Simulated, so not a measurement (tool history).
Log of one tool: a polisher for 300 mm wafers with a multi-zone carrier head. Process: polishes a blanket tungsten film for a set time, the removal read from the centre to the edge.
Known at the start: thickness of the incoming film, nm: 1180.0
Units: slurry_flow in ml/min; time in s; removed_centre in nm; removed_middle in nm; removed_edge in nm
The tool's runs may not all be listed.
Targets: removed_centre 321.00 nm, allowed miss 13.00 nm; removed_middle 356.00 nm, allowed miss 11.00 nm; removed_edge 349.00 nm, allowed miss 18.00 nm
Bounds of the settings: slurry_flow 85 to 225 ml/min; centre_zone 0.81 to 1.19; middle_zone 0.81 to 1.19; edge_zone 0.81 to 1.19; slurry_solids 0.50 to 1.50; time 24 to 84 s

| run | hour | slurry_flow | centre_zone | middle_zone | edge_zone | slurry_solids | time | removed_centre | removed_middle | removed_edge |
|---|---|---|---|---|---|---|---|---|---|---|
| 1 | 0.0 | 145 | 1.00 | 1.00 | 1.00 | 1.00 | 54 | 219.61 | 220.06 | 231.92 |
| 2 | 8.1 | 150 | 1.00 | 1.02 | 1.02 | 1.10 | 56 | 231.85 | 242.28 | 245.35 |
| 3 | 12.1 | 150 | 1.00 | 1.02 | 1.02 | 0.95 | 56 | 226.59 | 227.98 | 236.81 |
| 4 | 18.2 | 150 | 1.00 | 1.02 | 1.03 | 1.05 | 58 | 233.22 | 244.70 | 257.71 |
| 5 | 18.9 | 150 | 1.00 | 1.02 | 1.03 | 1.05 | 51 | 210.32 | 215.64 | 224.95 |
| 6 | 19.6 | 155 | 1.01 | 1.03 | 1.05 | 1.15 | 54 | 225.64 | 237.12 | 242.61 |
| 7 | 27.2 | 155 | 1.02 | 1.04 | 1.06 | 1.20 | 57 | 245.86 | 253.75 | 257.19 |
| 8 | 28.7 | 160 | 1.02 | 1.04 | 1.07 | 1.25 | 59 | 260.01 | 265.19 | 274.67 |

Which of these 5 next moves meets every target?
| A | 30.2 | 150 | 0.91 | 1.05 | 1.02 | 1.00 | 55 | ? | ? | ? |
| B | 30.2 | 125 | 1.00 | 1.14 | 0.96 | 1.15 | 51 | ? | ? | ? |
| C | 30.2 | 205 | 1.07 | 1.11 | 0.96 | 1.20 | 76 | ? | ? | ? |
| D | 30.2 | 120 | 1.15 | 0.81 | 1.13 | 1.10 | 70 | ? | ? | ? |
| E | 30.2 | 175 | 0.99 | 1.10 | 1.09 | 1.20 | 74 | ? | ? | ? |

| move | removed_centre | removed_middle | removed_edge |
|---|---|---|---|
| A | 202.41 | 236.46 | 240.94 |
| B | 201.81 | 231.33 | 215.83 |
| C | 361.67 | 373.92 | 347.76 |
| D | 311.26 | 233.68 | 317.41 |
| E | 316.76 | 352.35 | 353.68 |
A: further off than the last run
B: further off than the last run
C: takes the result that was furthest off past its target
D: further off than the last run
E: meets every target
The right move is E.

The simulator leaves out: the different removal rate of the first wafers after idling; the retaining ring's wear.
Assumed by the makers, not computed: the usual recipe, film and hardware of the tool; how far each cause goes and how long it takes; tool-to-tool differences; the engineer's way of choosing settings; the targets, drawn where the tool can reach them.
